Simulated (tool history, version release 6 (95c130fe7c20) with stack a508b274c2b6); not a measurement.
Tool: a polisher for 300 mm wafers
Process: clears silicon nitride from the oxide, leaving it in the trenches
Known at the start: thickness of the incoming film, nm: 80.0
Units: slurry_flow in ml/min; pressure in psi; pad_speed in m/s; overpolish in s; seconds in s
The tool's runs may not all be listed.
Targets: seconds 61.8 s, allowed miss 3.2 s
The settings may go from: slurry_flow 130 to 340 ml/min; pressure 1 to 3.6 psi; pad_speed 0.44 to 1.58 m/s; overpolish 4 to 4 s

run	hour	slurry_flow	pressure	pad_speed	overpolish	seconds
1	0	220	2.3	1	4	93.325
2	7.1	220	1.7	1	4	122.5
3	12.1	220	1.7	0.9	4	135.22
4	15.9	260	1.7	0.9	4	133.46
5	21.2	260	2.2	0.92	4	103.48
6	27.6	260	2.5	0.94	4	87.749
7	36.1	260	2.7	0.94	4	82.17
8	37	260	2.9	0.94	4	76.164

Which of these 4 next moves meets every target?
A	37.9	260	2.7	0.94	4	?
B	37.9	285	2.6	0.82	4	?
C	37.9	315	2.3	1.14	4	?
D	37.9	255	3.1	1.08	4	?

move	seconds
A	81.071
B	94.731
C	77.629
D	62.278
A: further off than the last run
B: further off than the last run
C: further off than the last run
D: meets every target
Move D is the one to make.

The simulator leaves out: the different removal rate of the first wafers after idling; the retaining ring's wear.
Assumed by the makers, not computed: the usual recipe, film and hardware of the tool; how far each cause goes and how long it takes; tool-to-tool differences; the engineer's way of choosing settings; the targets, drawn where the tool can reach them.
